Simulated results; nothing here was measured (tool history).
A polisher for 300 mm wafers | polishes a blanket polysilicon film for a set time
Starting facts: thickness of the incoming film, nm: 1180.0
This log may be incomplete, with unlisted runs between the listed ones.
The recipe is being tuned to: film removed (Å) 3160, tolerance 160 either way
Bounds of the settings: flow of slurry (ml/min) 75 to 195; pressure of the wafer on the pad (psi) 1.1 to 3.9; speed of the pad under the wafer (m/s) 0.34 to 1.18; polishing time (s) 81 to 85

run  hour  flow of slurry (ml/min)  pressure of the wafer on the pad (psi)  speed of the pad under the wafer (m/s)  polishing time (s)  film removed (Å)
  1     0                      125                                     2.5                                    0.76                  81            4298.9
  2   8.9                      125                                     2.4                                    0.76                  81            4240.7
  3  14.2                      125                                     2.3                                    0.76                  81              4122
  4  16.4                      125                                     2.2                                    0.76                  81              3948
  5  18.7                      125                                     2.1                                    0.76                  81            3878.1
  6  22.9                      125                                     2.1                                    0.76                  81            3825.5
  7  28.4                      125                                       2                                    0.76                  81            3748.9
  8  34.8                      125                                     1.9                                    0.76                  81            3595.8
  9  41.1                      125                                     1.8                                    0.76                  81            3557.2
 10  43.6                      125                                     1.7                                    0.76                  81            3467.2

Of the 4 settings listed for the next run, only one would bring every result within its allowed miss of target. Which one?
  A  46.1                      115                                     1.3                                    0.78                  84                 ?
  B  46.1                      140                                     2.2                                    0.54                  81                 ?
  C  46.1                      105                                     1.5                                    0.66                  81                 ?
  D  46.1                      155                                     1.8                                    0.78                  81                 ?

move  film removed (Å)
   A            3185.2
   B            2912.6
   C            2736.5
   D            3786.9
A: every result lands within tolerance
B: carries the result that was furthest off beyond its target, to the other side
C: carries the result that was furthest off beyond its target, to the other side
D: its largest miss is bigger than the last run's
The right move is A.
